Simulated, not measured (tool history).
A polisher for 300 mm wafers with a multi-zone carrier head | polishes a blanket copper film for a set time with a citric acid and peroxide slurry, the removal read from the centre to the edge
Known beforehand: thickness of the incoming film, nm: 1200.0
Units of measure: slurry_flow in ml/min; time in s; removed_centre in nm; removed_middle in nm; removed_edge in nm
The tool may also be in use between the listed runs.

{"run": 1, "hour": 0.0, "slurry_flow": 195, "centre_zone": 1, "middle_zone": 1, "edge_zone": 1, "slurry_solids": 1, "time": 45, "removed_centre": 95.444, "removed_middle": 97.753, "removed_edge": 96.377}
{"run": 2, "hour": 3.0, "slurry_flow": 195, "centre_zone": 0.97, "middle_zone": 1, "edge_zone": 1, "slurry_solids": 1, "time": 45, "removed_centre": 93.33, "removed_middle": 98.375, "removed_edge": 97.103}
{"run": 3, "hour": 6.8, "slurry_flow": 195, "centre_zone": 0.97, "middle_zone": 0.94, "edge_zone": 1, "slurry_solids": 1, "time": 45, "removed_centre": 94.211, "removed_middle": 94.326, "removed_edge": 99.528}
{"run": 4, "hour": 10.5, "slurry_flow": 195, "centre_zone": 0.97, "middle_zone": 0.94, "edge_zone": 1, "slurry_solids": 1, "time": 52, "removed_centre": 108.48, "removed_middle": 108.68, "removed_edge": 111.41}
{"run": 5, "hour": 17.4, "slurry_flow": 195, "centre_zone": 0.97, "middle_zone": 0.94, "edge_zone": 1, "slurry_solids": 1, "time": 44, "removed_centre": 90.815, "removed_middle": 91.607, "removed_edge": 96.448}
{"run": 6, "hour": 25.5, "slurry_flow": 205, "centre_zone": 0.98, "middle_zone": 0.97, "edge_zone": 1.01, "slurry_solids": 1.1, "time": 45, "removed_centre": 97.968, "removed_middle": 98, "removed_edge": 101.72}
{"run": 7, "hour": 30.2, "slurry_flow": 215, "centre_zone": 0.98, "middle_zone": 1, "edge_zone": 1.01, "slurry_solids": 1.15, "time": 46, "removed_centre": 102.41, "removed_middle": 105.93, "removed_edge": 105.96}

Predict the results of run 8:
{"run": 8, "hour": 39.2, "slurry_flow": 225, "centre_zone": 0.99, "middle_zone": 1.03, "edge_zone": 1.01, "slurry_solids": 1.2, "time": 46, "removed_centre": "?", "removed_middle": "?", "removed_edge": "?"}

Run 8 produced removed_centre 103.67 nm, removed_middle 110.42 nm, removed_edge 108.11 nm.
